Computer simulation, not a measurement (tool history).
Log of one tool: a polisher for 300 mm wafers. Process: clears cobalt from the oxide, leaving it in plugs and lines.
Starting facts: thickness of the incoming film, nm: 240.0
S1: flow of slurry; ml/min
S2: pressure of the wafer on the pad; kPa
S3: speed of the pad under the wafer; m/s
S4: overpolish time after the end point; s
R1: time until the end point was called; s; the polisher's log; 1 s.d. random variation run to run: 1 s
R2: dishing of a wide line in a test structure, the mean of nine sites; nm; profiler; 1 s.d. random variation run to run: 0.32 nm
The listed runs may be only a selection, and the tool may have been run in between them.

run	hour	S1	S2	S3	S4	R1	R2
1	0	155	9	1.06	10	74.662	28.169
2	6.2	155	9	1.06	12	75.12	32.428
3	11.7	155	6.2	1.06	12	107.9	24.248
4	19.2	160	6.2	1.06	11	107.86	23.16
5	19.9	160	8.3	1.06	11	82.566	28.905
6	21.1	150	7.6	1.06	11	89.869	26.247
7	29.7	125	6.2	1.06	10	112.11	20.44
8	30.3	135	6.2	1.06	10	111.25	21.143
9	32.8	145	6.2	1.06	10	109.67	20.978
10	40.4	155	6.2	1.06	10	108.12	20.737
11	40.9	160	6.2	1.06	10	107.57	21.353
12	48.7	165	6.2	1.06	10	106.39	20.746
13	57.3	170	6.2	1.06	10	104.28	20.882

Expected results for the next run?
14	60.1	175	6.2	1.06	10	?	?

Logged for run 14: R1 106.64 s, R2 21.36 nm.
